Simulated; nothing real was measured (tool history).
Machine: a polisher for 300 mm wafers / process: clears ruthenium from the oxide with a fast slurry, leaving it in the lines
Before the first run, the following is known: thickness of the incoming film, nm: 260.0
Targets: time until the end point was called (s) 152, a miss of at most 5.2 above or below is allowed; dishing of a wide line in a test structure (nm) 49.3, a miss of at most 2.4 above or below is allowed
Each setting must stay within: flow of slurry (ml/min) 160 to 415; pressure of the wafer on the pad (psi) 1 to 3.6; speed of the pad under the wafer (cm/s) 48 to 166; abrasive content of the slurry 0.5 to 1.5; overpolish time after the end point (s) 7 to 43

run,day,flow of slurry (ml/min),pressure of the wafer on the pad (psi),speed of the pad under the wafer (cm/s),abrasive content of the slurry,overpolish time after the end point (s),time until the end point was called (s),dishing of a wide line in a test structure (nm)
1,0,265,2.3,106,1,22,58.36,66.409
2,0.058,215,2.3,106,1,22,59.644,67.877
3,0.204,215,2.7,106,1,22,52.134,74.23
4,0.508,215,2.1,106,1,22,64.594,63.712
5,0.833,215,2.1,106,1.15,22,60.195,66.373
6,0.996,210,1.9,98,1.15,24,71.616,62.318
7,1.3,205,1.7,92,1.15,26,80.508,59.305
8,1.371,200,1.6,86,1.15,28,89.408,57.047
9,1.542,195,1,56,1.1,38,191.17,39.174
10,1.892,195,1.1,56,1.1,38,182.41,41.776
11,2.179,195,1.2,56,1.1,38,171.98,44.126
12,2.308,195,1.3,56,1.1,38,161.66,44.013

Which of these 4 next moves meets every target?
A,2.438,200,1.5,58,1.1,37,?,?
B,2.438,230,1,76,1,39,?,?
C,2.438,215,1.7,52,1.15,36,?,?
D,2.438,170,1.2,72,1.1,35,?,?

move,time until the end point was called (s),dishing of a wide line in a test structure (nm)
A,142.16,49.687
B,151.77,49.143
C,139.37,49.362
D,137.89,48.625
A: gets the furthest-off result to its target, but another result is out of tolerance
B: every result lands within tolerance
C: gets the furthest-off result to its target, but another result is out of tolerance
D: gets the furthest-off result to its target, but another result is out of tolerance
B is the move that brings every result within its allowed miss.
